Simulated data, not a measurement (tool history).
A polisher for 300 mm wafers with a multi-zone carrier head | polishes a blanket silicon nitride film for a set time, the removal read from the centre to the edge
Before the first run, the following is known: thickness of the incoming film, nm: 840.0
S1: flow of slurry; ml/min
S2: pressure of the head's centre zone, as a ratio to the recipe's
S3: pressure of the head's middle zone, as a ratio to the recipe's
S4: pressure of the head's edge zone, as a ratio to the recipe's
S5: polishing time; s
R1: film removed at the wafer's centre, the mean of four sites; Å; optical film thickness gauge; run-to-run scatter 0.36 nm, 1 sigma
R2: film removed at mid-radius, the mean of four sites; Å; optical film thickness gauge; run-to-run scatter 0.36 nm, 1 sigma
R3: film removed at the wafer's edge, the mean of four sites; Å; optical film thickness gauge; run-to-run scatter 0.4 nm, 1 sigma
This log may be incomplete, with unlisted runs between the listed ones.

| run | day | S1 | S2 | S3 | S4 | S5 | R1 | R2 | R3 |
|---|---|---|---|---|---|---|---|---|---|
| 1 | 0 | 255 | 1 | 1 | 1 | 57 | 735.05 | 804.54 | 762.19 |
| 2 | 0.188 | 205 | 1 | 1 | 1 | 57 | 703.18 | 797.95 | 756.16 |
| 3 | 0.379 | 155 | 1 | 1 | 1 | 57 | 676.69 | 752.88 | 737.24 |
| 4 | 0.662 | 155 | 1.06 | 1 | 1 | 57 | 724.69 | 744.89 | 745.94 |
| 5 | 0.746 | 170 | 1.05 | 0.98 | 0.97 | 50 | 640.73 | 647.13 | 644.57 |
| 6 | 0.95 | 170 | 1 | 0.98 | 0.97 | 50 | 606.77 | 652.57 | 652.57 |
| 7 | 1.171 | 195 | 1 | 0.98 | 0.94 | 45 | 551.82 | 605.12 | 584.83 |
| 8 | 1.525 | 215 | 1.01 | 0.97 | 0.92 | 41 | 521.12 | 564.05 | 524.91 |
| 9 | 1.792 | 220 | 1.01 | 0.94 | 0.9 | 39 | 496.54 | 510.7 | 498.21 |
| 10 | 2.142 | 235 | 1.01 | 0.93 | 0.88 | 38 | 491.08 | 510.2 | 481.27 |
| 11 | 2.371 | 240 | 1.01 | 0.91 | 0.87 | 37 | 476.16 | 477.74 | 470.61 |

Predict the results of run 12:
| 12 | 2.612 | 245 | 1.01 | 0.91 | 0.86 | 36 | ? | ? | ? |

For run 12 the tool returned R1 468.79 Å, R2 466.52 Å, R3 454.45 Å.
